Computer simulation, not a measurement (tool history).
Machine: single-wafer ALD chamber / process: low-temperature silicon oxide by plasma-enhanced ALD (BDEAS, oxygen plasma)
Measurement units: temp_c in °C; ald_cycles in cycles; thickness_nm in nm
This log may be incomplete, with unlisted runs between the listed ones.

run,hour,temp_c,ald_cycles,thickness_nm
1,0.0,90,39,5.6784
2,6.4,100,39,5.5124
3,10.4,108,39,5.4539
4,11.8,114,39,5.3743
5,18.6,114,39,5.3580
6,22.1,105,41,5.7156

Expected results for the next run?
7,25.7,98,43,?

{"run 7": {"thickness_nm": 6.1313}}

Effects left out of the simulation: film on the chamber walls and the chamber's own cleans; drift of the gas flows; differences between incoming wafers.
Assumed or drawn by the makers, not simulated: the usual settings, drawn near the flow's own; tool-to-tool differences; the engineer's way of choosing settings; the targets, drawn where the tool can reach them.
